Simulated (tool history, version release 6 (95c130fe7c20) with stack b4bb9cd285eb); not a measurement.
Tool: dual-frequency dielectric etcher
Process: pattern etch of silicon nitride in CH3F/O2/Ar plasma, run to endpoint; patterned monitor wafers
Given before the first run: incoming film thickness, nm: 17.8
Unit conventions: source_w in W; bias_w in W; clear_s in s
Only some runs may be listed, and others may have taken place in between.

run,hour,source_w,bias_w,clear_s
1,0.0,360,78,25.714
2,7.9,330,77,26.401
3,14.3,330,90,24.482
4,18.1,330,100,23.150
5,20.4,290,94,24.935
6,27.0,270,90,25.833

What does the tool deliver on the next run?
7,34.3,250,87,?

clear_s: 26.976 s
